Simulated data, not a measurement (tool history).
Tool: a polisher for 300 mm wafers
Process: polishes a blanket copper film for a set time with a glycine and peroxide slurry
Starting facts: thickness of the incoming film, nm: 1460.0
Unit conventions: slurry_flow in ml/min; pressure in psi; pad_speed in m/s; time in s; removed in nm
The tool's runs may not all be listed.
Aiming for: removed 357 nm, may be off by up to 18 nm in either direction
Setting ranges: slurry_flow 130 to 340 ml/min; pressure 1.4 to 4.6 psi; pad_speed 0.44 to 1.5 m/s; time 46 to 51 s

run,hour,slurry_flow,pressure,pad_speed,time,removed
1,0,220,3,0.96,51,242.59
2,1.1,220,3,0.96,46,224
3,3.6,170,3,0.96,46,211.77
4,7.5,175,3.2,0.96,46,233.26
5,14.5,175,3.3,0.96,46,228.61
6,22.4,175,3.3,0.86,46,211.02
7,25,175,3.5,0.88,46,219.86
8,33.2,175,3.6,0.92,46,239.77
9,41.4,175,3.7,0.94,46,250.01
10,43,175,3.8,0.96,46,256.61
11,44,175,3.9,0.98,46,273.48
12,45.4,175,4,0.98,46,271.33
13,50.6,175,4.1,1,46,278.31
14,55.1,175,4.2,1.02,46,285.53
15,58.3,175,4.2,1.04,46,300.98
16,67.1,175,4.2,1.06,46,292.06

Below are 4 possible settings for the next run. Only one of them brings all results inside the allowed miss of their targets. Which is it?
A,75.9,175,4.6,1.04,51,?
B,75.9,240,3.9,1.1,47,?
C,75.9,195,4,1.06,51,?
D,75.9,185,4.6,0.92,49,?

move,removed
A,355.99
B,312.32
C,328.3
D,311.17
A: every result lands within tolerance
B: closes in on the targets versus the last run, not all within tolerance yet
C: closes in on the targets versus the last run, not all within tolerance yet
D: closes in on the targets versus the last run, not all within tolerance yet
A meets every target.
